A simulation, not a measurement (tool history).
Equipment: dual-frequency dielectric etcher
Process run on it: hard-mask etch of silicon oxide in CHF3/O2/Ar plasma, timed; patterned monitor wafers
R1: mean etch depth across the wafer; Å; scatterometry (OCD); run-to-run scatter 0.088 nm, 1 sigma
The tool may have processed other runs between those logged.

run 1 hour=0 | source_power_(W)=750 bias_power_(W)=174 etch_time_(s)=13 | R1=290.74
run 2 hour=8.3 | source_power_(W)=750 bias_power_(W)=186 etch_time_(s)=13 | R1=295.56
run 3 hour=15.1 | source_power_(W)=700 bias_power_(W)=186 etch_time_(s)=13 | R1=286.02
run 4 hour=16.8 | source_power_(W)=700 bias_power_(W)=186 etch_time_(s)=12 | R1=264.97
run 5 hour=20.1 | source_power_(W)=700 bias_power_(W)=186 etch_time_(s)=12 | R1=266.63
run 6 hour=23.8 | source_power_(W)=700 bias_power_(W)=186 etch_time_(s)=12 | R1=264.52

Run 7 is up next; what results do you expect?
run 7 hour=26.9 | source_power_(W)=760 bias_power_(W)=189 etch_time_(s)=12 | R1=?

{"run 7": {"R1": 273.54}}
